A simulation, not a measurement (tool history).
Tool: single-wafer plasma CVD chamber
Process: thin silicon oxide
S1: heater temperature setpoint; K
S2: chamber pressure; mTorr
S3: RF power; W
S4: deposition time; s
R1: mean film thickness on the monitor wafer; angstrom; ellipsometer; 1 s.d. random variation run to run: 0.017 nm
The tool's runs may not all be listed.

run,day,S1,S2,S3,S4,R1
1,0.000,683.15,599,325,4.63,60.607
2,0.062,683.15,529,325,4.63,52.999
3,0.338,683.15,485,325,4.63,49.044
4,0.525,683.15,454,325,4.63,45.954
5,0.600,683.15,377,325,4.63,37.228
6,0.800,683.15,377,300,4.63,36.670

Run 7 has not been measured yet. What should we expect?
7,0.925,683.15,377,300,4.63,?

{"run 7": {"R1": 36.578}}

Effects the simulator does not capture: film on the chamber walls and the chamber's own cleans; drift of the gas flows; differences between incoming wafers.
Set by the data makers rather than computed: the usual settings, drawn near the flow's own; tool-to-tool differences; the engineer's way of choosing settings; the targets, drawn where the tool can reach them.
